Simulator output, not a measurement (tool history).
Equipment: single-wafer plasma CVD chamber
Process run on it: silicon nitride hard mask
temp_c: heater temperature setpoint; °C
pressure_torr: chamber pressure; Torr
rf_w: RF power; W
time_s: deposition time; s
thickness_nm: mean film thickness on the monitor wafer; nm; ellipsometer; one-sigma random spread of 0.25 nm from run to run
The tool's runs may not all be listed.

| run | hour | temp_c | pressure_torr | rf_w | time_s | thickness_nm |
|---|---|---|---|---|---|---|
| 1 | 0 | 410 | 1.31 | 275 | 36.9 | 38.877 |
| 2 | 0.8 | 410 | 1.37 | 280 | 36.9 | 40.326 |
| 3 | 4.7 | 410 | 1.43 | 280 | 36.9 | 40.754 |
| 4 | 10.1 | 410 | 1.43 | 245 | 36.9 | 35.65 |
| 5 | 13.7 | 410 | 1.43 | 230 | 36.9 | 32.988 |
| 6 | 19.1 | 410 | 1.48 | 240 | 36.9 | 35.087 |
| 7 | 26.8 | 410 | 1.52 | 250 | 36.9 | 36.964 |

Forecast run 8:
| 8 | 33.8 | 410 | 1.56 | 255 | 36.9 | ? |

thickness_nm: 37.58 nm
